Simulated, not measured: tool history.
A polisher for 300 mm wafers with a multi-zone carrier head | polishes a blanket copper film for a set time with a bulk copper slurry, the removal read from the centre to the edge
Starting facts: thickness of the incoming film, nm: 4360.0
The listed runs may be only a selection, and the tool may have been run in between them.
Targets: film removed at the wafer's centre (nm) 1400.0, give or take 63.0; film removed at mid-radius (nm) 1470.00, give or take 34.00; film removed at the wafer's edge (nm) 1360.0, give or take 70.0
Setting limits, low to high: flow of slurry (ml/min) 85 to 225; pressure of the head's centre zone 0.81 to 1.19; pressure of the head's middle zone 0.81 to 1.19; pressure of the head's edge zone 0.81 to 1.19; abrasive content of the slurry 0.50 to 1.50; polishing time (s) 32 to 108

run,hour,flow of slurry (ml/min),pressure of the head's centre zone,pressure of the head's middle zone,pressure of the head's edge zone,abrasive content of the slurry,polishing time (s),film removed at the wafer's centre (nm),film removed at mid-radius (nm),film removed at the wafer's edge (nm)
1,0.0,145,1.00,1.00,1.00,1.00,70,1020.1,991.85,1031.0
2,7.0,155,1.01,1.03,1.02,1.10,71,1090.8,1061.40,1076.6
3,15.6,185,1.01,1.03,1.02,1.10,71,1148.0,1086.60,1115.1
4,21.8,185,1.01,1.08,1.02,1.10,71,1118.9,1124.80,1133.3
5,22.8,215,1.01,1.08,1.02,1.10,71,1164.0,1159.80,1096.6
6,28.9,215,1.01,1.10,1.02,1.15,72,1195.4,1194.10,1151.9
7,37.1,215,1.01,1.11,1.01,1.20,73,1213.6,1243.10,1150.9
8,38.0,215,1.01,1.12,1.02,1.25,74,1264.3,1273.10,1159.5
9,38.8,210,1.00,1.13,1.04,1.25,76,1239.6,1314.30,1220.6
10,43.6,210,1.01,1.14,1.05,1.30,77,1304.5,1356.80,1242.2
11,46.6,210,1.01,1.14,1.06,1.35,77,1327.5,1361.60,1271.6
12,52.0,210,1.01,1.15,1.07,1.35,77,1341.9,1374.80,1285.2
13,58.4,210,1.01,1.16,1.08,1.35,77,1314.2,1393.20,1318.8
14,60.4,215,1.02,1.18,1.08,1.40,77,1341.6,1417.10,1358.5

5 candidate next runs follow, results not yet known. Just one meets every target within its allowed miss. Identify it.
A,62.4,220,0.96,1.15,0.99,1.35,77,?,?,?
B,62.4,225,1.03,1.13,1.11,1.50,75,?,?,?
C,62.4,170,1.05,1.19,1.05,1.30,83,?,?,?
D,62.4,220,0.94,1.18,1.08,1.35,74,?,?,?
E,62.4,195,1.10,1.18,1.16,1.30,75,?,?,?

move,film removed at the wafer's centre (nm),film removed at mid-radius (nm),film removed at the wafer's edge (nm)
A,1271.1,1386.90,1258.2
B,1356.4,1363.60,1329.1
C,1419.7,1471.60,1347.0
D,1198.0,1362.80,1261.5
E,1371.6,1347.10,1299.9
A: further off than the last run
B: further off than the last run
C: each result inside its tolerance
D: further off than the last run
E: further off than the last run
The right move is C.
